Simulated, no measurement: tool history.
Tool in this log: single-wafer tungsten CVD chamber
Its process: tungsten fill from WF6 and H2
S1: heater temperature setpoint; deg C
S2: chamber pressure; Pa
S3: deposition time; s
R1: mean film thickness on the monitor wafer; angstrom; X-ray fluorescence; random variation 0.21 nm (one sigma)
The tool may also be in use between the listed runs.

run 1 day=0.000 | S1=385 S2=6773 S3=18.1 | R1=521.11
run 2 day=0.175 | S1=381 S2=6773 S3=18.1 | R1=477.90
run 3 day=0.504 | S1=381 S2=6773 S3=17.3 | R1=458.21
run 4 day=0.688 | S1=383 S2=6773 S3=17.3 | R1=478.07
run 5 day=0.733 | S1=383 S2=7759 S3=17.3 | R1=506.61
run 6 day=0.900 | S1=384 S2=7759 S3=17.3 | R1=518.84
run 7 day=1.083 | S1=384 S2=7759 S3=17.3 | R1=518.04
run 8 day=1.438 | S1=385 S2=7759 S3=17.3 | R1=531.41
run 9 day=1.592 | S1=386 S2=7759 S3=17.3 | R1=541.22

For run 10, what comes out?
run 10 day=1.638 | S1=387 S2=7759 S3=17.3 | R1=?

{"run 10": {"R1": 557.24}}

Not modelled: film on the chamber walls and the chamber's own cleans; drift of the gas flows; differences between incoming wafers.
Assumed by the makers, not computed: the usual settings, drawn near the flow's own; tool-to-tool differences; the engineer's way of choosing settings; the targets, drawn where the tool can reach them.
